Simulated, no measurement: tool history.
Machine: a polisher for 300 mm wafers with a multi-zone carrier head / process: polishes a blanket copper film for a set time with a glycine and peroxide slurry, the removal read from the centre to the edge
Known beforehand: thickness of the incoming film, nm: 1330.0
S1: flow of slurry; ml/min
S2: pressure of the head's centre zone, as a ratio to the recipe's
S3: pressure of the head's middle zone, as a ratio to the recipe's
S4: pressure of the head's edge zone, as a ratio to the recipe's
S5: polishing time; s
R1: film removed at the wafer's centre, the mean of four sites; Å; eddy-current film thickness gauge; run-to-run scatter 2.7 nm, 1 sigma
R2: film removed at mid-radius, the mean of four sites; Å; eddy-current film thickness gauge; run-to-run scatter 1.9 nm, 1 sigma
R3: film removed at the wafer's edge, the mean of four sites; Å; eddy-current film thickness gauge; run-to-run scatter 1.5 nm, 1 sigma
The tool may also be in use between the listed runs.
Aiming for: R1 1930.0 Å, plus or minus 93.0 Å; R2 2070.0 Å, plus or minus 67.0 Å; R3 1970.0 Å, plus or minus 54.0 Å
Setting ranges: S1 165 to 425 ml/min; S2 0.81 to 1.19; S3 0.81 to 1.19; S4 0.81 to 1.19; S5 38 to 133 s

run  hour   S1    S2    S3    S4  S5      R1      R2      R3
  1   0.0  275  1.00  1.00  1.00  85  3518.7  3619.8  3425.4
  2   5.6  275  1.00  1.06  1.00  85  3539.8  3768.9  3442.0
  3   7.8  270  0.98  1.02  0.97  75  2989.3  3236.1  3005.8
  4  10.7  265  0.98  1.00  0.94  68  2710.7  2893.5  2676.0
  5  15.1  320  0.98  1.00  0.94  68  2809.2  2970.6  2712.8
  6  19.2  315  0.97  0.97  0.92  63  2580.5  2646.4  2507.0
  7  21.0  315  0.95  0.96  0.90  59  2338.5  2442.7  2325.3
  8  22.7  315  0.94  0.95  0.88  57  2193.5  2301.5  2206.4
  9  31.3  310  0.93  0.95  0.86  56  2127.9  2275.2  2113.9
 10  36.9  300  0.92  0.94  0.85  56  2210.3  2268.5  2115.0
 11  44.2  305  0.90  0.93  0.85  55  2083.5  2194.1  2079.3
 12  49.1  305  0.89  0.92  0.84  55  2066.2  2159.8  2070.1
 13  49.9  270  0.86  0.92  0.81  52  1828.8  1999.3  1939.3

Next run, 5 choices. One meets every target within its allowed miss, the rest don't. Which?
  A  50.7  200  1.02  0.81  0.93  56   ?   ?   ?
  B  50.7  245  0.86  0.88  0.87  55   ?   ?   ?
  C  50.7  345  0.88  0.82  0.97  52   ?   ?   ?
  D  50.7  220  0.91  0.94  0.85  54   ?   ?   ?
  E  50.7  350  0.91  0.83  0.81  56   ?   ?   ?

move      R1      R2      R3
   A  2169.8  1863.6  2155.7
   B  1855.3  2020.0  2097.4
   C  1869.0  1869.4  2146.5
   D  1897.7  2063.6  2013.7
   E  2085.0  2035.9  2131.1
A: takes the biggest miss from the last run beyond its target
B: brings the result that was furthest off to its target, and leaves another outside
C: brings the result that was furthest off to its target, and leaves another outside
D: every result within its allowed miss
E: takes the biggest miss from the last run beyond its target
Correct choice: D, which meets every target
